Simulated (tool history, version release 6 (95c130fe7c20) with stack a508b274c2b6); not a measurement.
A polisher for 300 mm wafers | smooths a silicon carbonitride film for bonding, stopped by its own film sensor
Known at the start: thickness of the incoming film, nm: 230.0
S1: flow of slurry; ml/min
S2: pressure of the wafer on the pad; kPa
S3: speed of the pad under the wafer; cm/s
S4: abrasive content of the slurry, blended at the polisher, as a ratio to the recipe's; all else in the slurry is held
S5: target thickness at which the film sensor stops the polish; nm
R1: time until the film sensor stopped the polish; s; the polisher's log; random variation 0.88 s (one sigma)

run,hour,S1,S2,S3,S4,S5,R1
1,0,150,16.5,90,1,191,152.93
2,7.6,150,16.5,90,0.85,191,162.25
3,12.9,150,17.9,90,0.85,191,152.67
4,21,150,13.8,90,0.85,191,192.29
5,25,150,15.2,92,0.85,191,173.12
6,33.2,150,16.5,94,0.85,191,157.47
7,35,150,17.9,94,0.85,191,143.89
8,40.9,150,18.6,94,0.85,191,139.89
9,44,150,19.3,94,0.85,191,137
10,47.9,150,20,96,0.85,191,125.01
11,55.4,150,20.7,96,0.85,191,125
12,61.5,150,21.4,98,0.85,191,118.19
13,70.1,150,22.1,100,0.85,191,111.4
14,71.6,150,22.8,100,0.85,191,109.45
15,73.1,150,22.8,100,0.85,191,108.13

Run 16 comes next. What will it give?
16,79.5,150,23.4,100,0.85,191,?

{"run 16": {"R1": 107.46}}
